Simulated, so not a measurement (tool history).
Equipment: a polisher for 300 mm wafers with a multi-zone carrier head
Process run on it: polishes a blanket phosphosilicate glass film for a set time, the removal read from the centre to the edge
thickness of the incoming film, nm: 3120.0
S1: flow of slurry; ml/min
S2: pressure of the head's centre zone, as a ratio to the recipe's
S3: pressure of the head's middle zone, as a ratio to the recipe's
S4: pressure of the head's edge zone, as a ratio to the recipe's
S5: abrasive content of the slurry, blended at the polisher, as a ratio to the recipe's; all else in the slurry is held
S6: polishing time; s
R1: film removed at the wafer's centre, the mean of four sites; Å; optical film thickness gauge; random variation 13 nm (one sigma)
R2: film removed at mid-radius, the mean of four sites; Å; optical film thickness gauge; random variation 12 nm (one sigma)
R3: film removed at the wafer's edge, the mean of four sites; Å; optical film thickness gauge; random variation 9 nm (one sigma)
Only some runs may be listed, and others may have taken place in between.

run  hour   S1    S2    S3    S4    S5  S6      R1      R2      R3
  1     0  240     1     1     1     1  88  8656.2    9220  8987.4
  2   3.8  245     1  1.02  1.01     1  88  8992.9    9459  9057.2
  3   9.8  215     1  1.02  1.01     1  88  8895.9  9340.7  9109.8
  4  10.5  215     1  1.02  1.01     1  74  7386.6    7737  7463.1
  5  14.9  180     1  1.02  1.01     1  74  7068.5  7564.8    7355
  6  16.2  180  1.05  1.02  1.01     1  74  7450.3  7576.6  7275.4
  7  22.8  180  1.05  1.02  1.01     1  74  7410.3  7640.9  7281.6
  8  30.3  190  1.03  1.04  1.02  1.05  74  7611.1  7885.3  7519.1

Predict the results of run 9:
     38.4  -- slurry nozzle cleaned
  9  38.4  200  1.01  1.06  1.02  1.1  75   ?   ?   ?

Logged for run 9: R1 7863.1 Å, R2 8581.5 Å, R3 7962.5 Å.
